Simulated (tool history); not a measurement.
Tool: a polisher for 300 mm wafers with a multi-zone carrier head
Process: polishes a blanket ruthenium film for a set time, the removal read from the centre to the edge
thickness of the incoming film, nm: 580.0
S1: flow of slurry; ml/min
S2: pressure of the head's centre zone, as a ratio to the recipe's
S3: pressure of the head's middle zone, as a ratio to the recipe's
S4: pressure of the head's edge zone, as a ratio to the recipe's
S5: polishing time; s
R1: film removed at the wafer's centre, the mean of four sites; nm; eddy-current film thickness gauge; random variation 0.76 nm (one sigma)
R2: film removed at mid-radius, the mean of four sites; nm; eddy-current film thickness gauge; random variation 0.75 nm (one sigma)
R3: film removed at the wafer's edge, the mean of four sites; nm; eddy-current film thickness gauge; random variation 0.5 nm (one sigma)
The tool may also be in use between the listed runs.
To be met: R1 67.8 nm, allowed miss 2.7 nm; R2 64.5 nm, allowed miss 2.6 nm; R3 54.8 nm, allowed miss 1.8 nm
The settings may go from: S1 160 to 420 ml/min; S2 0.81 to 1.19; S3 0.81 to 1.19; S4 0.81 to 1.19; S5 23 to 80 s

run	hour	S1	S2	S3	S4	S5	R1	R2	R3
1	0	270	1	1	1	51	82.372	79.063	81.834
2	4.3	275	1.03	1.03	0.95	46	75.592	73.189	72.745
3	9.4	275	1.03	1.03	0.91	46	74.93	71.902	72.086
4	14.1	275	1.03	1.03	0.91	52	84.155	83.729	80.6
5	15.3	275	1.07	1.03	0.91	52	86.528	84.814	80.38
6	19.6	290	1.11	1.06	0.88	47	82.106	79.134	71.836
7	22.1	290	1.13	1.08	0.86	43	78.095	73.679	65.065
8	26.1	290	1.13	1.08	0.86	43	77.2	74.015	65.881
9	29.4	290	1.14	1.09	0.84	41	73.913	70.76	60.785
10	35.6	275	1.14	1.09	0.83	40	72.007	66.312	59.412
11	38.3	275	1.14	1.11	0.82	39	70.151	67.073	56.205
12	40.8	265	1.14	1.11	0.82	39	70.999	66.451	58.003

5 next moves are on the table. One of them brings every result within its allowed miss. Which?
A	43.3	205	1.07	1.09	0.88	41	?	?	?
B	43.3	265	1.18	1.16	0.83	40	?	?	?
C	43.3	230	1.13	0.96	0.88	41	?	?	?
D	43.3	315	1.15	1.13	0.83	37	?	?	?
E	43.3	335	1.19	1.16	0.81	38	?	?	?

move	R1	R2	R3
A	66.11	66.321	61.547
B	73.944	70.749	60.045
C	71.058	60.6	62.469
D	68.09	65.215	56.369
E	72.798	68.898	57.512
A: further off than the last run
B: further off than the last run
C: further off than the last run
D: meets every target
E: as far off as the last run
Move D is the one to make.
